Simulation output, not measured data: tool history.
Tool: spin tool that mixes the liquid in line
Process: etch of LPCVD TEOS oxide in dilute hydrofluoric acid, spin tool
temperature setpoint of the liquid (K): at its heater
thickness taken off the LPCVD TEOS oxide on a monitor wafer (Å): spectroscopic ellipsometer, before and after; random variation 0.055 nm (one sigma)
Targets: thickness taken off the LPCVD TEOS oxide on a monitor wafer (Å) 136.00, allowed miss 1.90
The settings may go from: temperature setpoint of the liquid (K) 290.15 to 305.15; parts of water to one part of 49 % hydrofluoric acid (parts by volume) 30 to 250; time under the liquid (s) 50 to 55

| run | day | temperature setpoint of the liquid (K) | parts of water to one part of 49 % hydrofluoric acid (parts by volume) | time under the liquid (s) | thickness taken off the LPCVD TEOS oxide on a monitor wafer (Å) |
|---|---|---|---|---|---|
| 1 | 0.000 | 297.15 | 140 | 50 | 160.43 |
| 2 | 0.300 | 296.65 | 140 | 50 | 155.46 |
| 3 | 0.525 | 296.65 | 140 | 55 | 171.50 |
| 4 | 0.792 | 296.65 | 140 | 50 | 156.28 |
| 5 | 1.129 | 296.65 | 105 | 50 | 215.39 |
| 6 | 1.167 | 296.15 | 105 | 50 | 211.43 |
| 7 | 1.212 | 295.65 | 105 | 50 | 207.38 |
| 8 | 1.321 | 295.15 | 105 | 50 | 204.46 |
| 9 | 1.629 | 294.65 | 110 | 50 | 190.01 |
| 10 | 1.692 | 294.15 | 110 | 50 | 185.77 |
| 11 | 1.950 | 293.65 | 110 | 50 | 181.76 |
| 12 | 2.246 | 293.15 | 110 | 50 | 180.23 |
| 13 | 2.533 | 292.65 | 110 | 50 | 174.95 |
| 14 | 2.742 | 291.15 | 120 | 50 | 149.27 |
| 15 | 2.817 | 290.65 | 125 | 50 | 139.33 |

Which of these 4 next moves meets every target?
| A | 2.892 | 290.15 | 120 | 50 | ? |
| B | 2.892 | 290.15 | 130 | 50 | ? |
| C | 2.892 | 292.15 | 140 | 50 | ? |
| D | 2.892 | 290.15 | 125 | 50 | ? |

| move | thickness taken off the LPCVD TEOS oxide on a monitor wafer (Å) |
|---|---|
| A | 142.95 |
| B | 130.64 |
| C | 130.33 |
| D | 136.54 |
A: further off than the last run
B: takes the result that was furthest off past its target
C: takes the result that was furthest off past its target
D: meets every target
Answer: D

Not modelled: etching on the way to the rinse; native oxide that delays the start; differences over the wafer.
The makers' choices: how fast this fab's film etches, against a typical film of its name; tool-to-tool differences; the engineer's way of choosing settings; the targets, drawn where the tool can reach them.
